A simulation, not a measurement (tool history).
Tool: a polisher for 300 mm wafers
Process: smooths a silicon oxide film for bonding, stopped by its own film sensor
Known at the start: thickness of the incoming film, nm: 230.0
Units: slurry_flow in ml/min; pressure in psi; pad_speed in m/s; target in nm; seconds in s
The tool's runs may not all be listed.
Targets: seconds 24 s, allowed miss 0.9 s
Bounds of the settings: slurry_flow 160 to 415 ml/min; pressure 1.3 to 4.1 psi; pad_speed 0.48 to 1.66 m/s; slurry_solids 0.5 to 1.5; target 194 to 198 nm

run,hour,slurry_flow,pressure,pad_speed,slurry_solids,target,seconds
1,0,265,2.7,1.06,1,194,36.463
2,6.3,265,2.7,1.22,1,194,32.28
3,7.2,220,2.7,1.22,1,194,32.971
4,14.4,220,2.7,1.22,0.8,194,36.29
5,21.4,220,3,1.22,0.8,194,33.11
6,23.5,220,3.2,1.22,0.8,194,30.712
# hour 30: slurry blender recalibrated
7,30,225,3.9,1.24,0.8,194,21.068
8,32.6,220,3.8,1.24,0.8,194,21.645
9,40.5,220,3.7,1.24,0.8,194,22.803
10,47.2,220,3.6,1.24,0.8,194,22.868

Which of these 5 next moves meets every target?
A,53.9,210,3.7,1.24,0.8,195,?
B,53.9,225,3.7,1.12,0.85,197,?
C,53.9,245,3.5,1.3,0.8,194,?
D,53.9,260,3.9,1.22,0.65,197,?
E,53.9,210,3.3,1.32,0.8,194,?

move,seconds
A,21.994
B,21.713
C,22.535
D,21.284
E,24.063
A: further off than the last run
B: further off than the last run
C: further off than the last run
D: further off than the last run
E: meets every target
Move E is the one to make.
